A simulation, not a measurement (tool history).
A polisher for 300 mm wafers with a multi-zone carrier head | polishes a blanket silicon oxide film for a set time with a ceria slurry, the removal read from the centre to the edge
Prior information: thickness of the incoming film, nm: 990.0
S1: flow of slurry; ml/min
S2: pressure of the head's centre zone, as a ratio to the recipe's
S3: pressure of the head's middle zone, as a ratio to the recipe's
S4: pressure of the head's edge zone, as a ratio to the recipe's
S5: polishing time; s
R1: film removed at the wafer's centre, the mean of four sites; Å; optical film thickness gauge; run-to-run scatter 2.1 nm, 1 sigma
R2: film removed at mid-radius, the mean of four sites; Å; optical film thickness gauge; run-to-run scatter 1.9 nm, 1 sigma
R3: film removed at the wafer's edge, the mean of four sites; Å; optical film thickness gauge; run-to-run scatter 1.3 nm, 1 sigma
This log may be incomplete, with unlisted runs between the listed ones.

run	day	S1	S2	S3	S4	S5	R1	R2	R3
1	0.000	225	1.00	1.00	1.00	66	3114.5	3170.6	3259.7
2	0.358	220	1.00	0.98	0.98	62	2918.0	2853.0	3045.1
3	0.442	220	1.00	0.98	0.96	58	2714.2	2733.9	2837.8
4	0.775	220	1.00	0.97	0.95	55	2542.0	2534.8	2659.4
5	1.050	220	1.00	0.96	0.94	53	2505.9	2414.0	2522.5
6	1.358	255	1.00	0.96	0.94	53	2598.3	2451.7	2586.4
7	1.500	250	0.99	0.95	0.93	51	2442.1	2393.1	2426.0
8	1.583	240	0.99	0.93	0.92	50	2331.3	2297.9	2357.4
9	1.879	235	0.99	0.91	0.92	49	2348.4	2180.2	2323.2

Run 10, settings as shown, results not yet in. Your forecast:
10	2.162	230	0.98	0.90	0.91	48	?	?	?

Run 10 came out at R1 2274.4 Å, R2 2101.1 Å, R3 2263.0 Å.
